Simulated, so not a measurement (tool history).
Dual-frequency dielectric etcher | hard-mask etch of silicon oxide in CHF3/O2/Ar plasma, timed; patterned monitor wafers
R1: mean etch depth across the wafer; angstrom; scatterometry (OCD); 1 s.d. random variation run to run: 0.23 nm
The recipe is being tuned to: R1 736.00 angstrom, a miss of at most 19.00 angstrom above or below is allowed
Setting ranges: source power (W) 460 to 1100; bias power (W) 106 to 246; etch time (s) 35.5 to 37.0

run 1 hour=0.0 | source_power_(W)=780 bias_power_(W)=176 etch_time_(s)=35.5 | R1=820.52
run 2 hour=1.3 | source_power_(W)=760 bias_power_(W)=174 etch_time_(s)=35.5 | R1=799.92
run 3 hour=9.4 | source_power_(W)=760 bias_power_(W)=189 etch_time_(s)=35.5 | R1=822.87
run 4 hour=16.4 | source_power_(W)=760 bias_power_(W)=166 etch_time_(s)=35.5 | R1=789.99
run 5 hour=22.2 | source_power_(W)=750 bias_power_(W)=165 etch_time_(s)=35.5 | R1=781.96
run 6 hour=25.4 | source_power_(W)=750 bias_power_(W)=179 etch_time_(s)=35.5 | R1=805.54
run 7 hour=29.2 | source_power_(W)=730 bias_power_(W)=178 etch_time_(s)=35.5 | R1=793.64
run 8 hour=33.0 | source_power_(W)=720 bias_power_(W)=177 etch_time_(s)=35.5 | R1=789.44
run 9 hour=35.6 | source_power_(W)=710 bias_power_(W)=176 etch_time_(s)=35.5 | R1=777.03
run 10 hour=41.6 | source_power_(W)=700 bias_power_(W)=176 etch_time_(s)=35.5 | R1=775.11
run 11 hour=44.5 | source_power_(W)=600 bias_power_(W)=168 etch_time_(s)=35.5 | R1=705.85

Exactly one of the 4 candidate moves below puts every result within its allowed miss. Which one?
run A hour=47.4 | source_power_(W)=620 bias_power_(W)=174 etch_time_(s)=36.0 | R1=?
run B hour=47.4 | source_power_(W)=660 bias_power_(W)=185 etch_time_(s)=36.0 | R1=?
run C hour=47.4 | source_power_(W)=660 bias_power_(W)=173 etch_time_(s)=36.5 | R1=?
run D hour=47.4 | source_power_(W)=650 bias_power_(W)=172 etch_time_(s)=37.0 | R1=?

move=A R1=738.17
move=B R1=774.38
move=C R1=770.83
move=D R1=774.30
A: every result within its allowed miss
B: the result that was furthest off in the last run now lies on the other side of its target
C: the result that was furthest off in the last run now lies on the other side of its target
D: the result that was furthest off in the last run now lies on the other side of its target
The move that meets every target is A.
